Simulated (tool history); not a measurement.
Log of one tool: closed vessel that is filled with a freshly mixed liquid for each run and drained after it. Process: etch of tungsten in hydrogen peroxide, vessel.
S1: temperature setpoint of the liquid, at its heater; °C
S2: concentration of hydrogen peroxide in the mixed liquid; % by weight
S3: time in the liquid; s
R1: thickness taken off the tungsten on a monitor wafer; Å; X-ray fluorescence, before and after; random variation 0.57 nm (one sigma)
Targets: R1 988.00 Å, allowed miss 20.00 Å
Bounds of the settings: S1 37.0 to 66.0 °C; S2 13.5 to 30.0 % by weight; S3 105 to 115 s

| run | hour | S1 | S2 | S3 | R1 |
|---|---|---|---|---|---|
| 1 | 0.0 | 53.0 | 25.5 | 105 | 1468.80 |
| 2 | 7.2 | 53.0 | 29.5 | 105 | 1586.60 |
| 3 | 14.3 | 60.0 | 29.5 | 105 | 2389.70 |
| 4 | 22.4 | 56.0 | 29.5 | 105 | 1892.50 |
| 5 | 26.2 | 56.0 | 29.5 | 115 | 2097.40 |
| 6 | 34.6 | 56.0 | 29.5 | 105 | 1903.00 |
| 7 | 37.6 | 53.0 | 29.5 | 105 | 1583.20 |
| 8 | 45.7 | 51.0 | 29.5 | 105 | 1401.50 |
| 9 | 52.9 | 49.5 | 29.5 | 105 | 1281.20 |
| 10 | 57.7 | 48.5 | 29.5 | 105 | 1204.80 |
| 11 | 64.3 | 47.5 | 29.5 | 105 | 1145.30 |
| 12 | 65.9 | 47.0 | 29.5 | 105 | 1102.70 |

Which of these 4 next moves meets every target?
| A | 67.5 | 48.0 | 23.0 | 105 | ? |
| B | 67.5 | 43.0 | 30.0 | 115 | ? |
| C | 67.5 | 44.5 | 30.0 | 110 | ? |
| D | 67.5 | 48.0 | 24.0 | 105 | ? |

| move | R1 |
|---|---|
| A | 1038.50 |
| B | 948.64 |
| C | 998.15 |
| D | 1060.80 |
A: nearer than the last run, and not there yet
B: takes the result that was furthest off past its target
C: meets every target
D: nearer than the last run, and not there yet
The right move is C.

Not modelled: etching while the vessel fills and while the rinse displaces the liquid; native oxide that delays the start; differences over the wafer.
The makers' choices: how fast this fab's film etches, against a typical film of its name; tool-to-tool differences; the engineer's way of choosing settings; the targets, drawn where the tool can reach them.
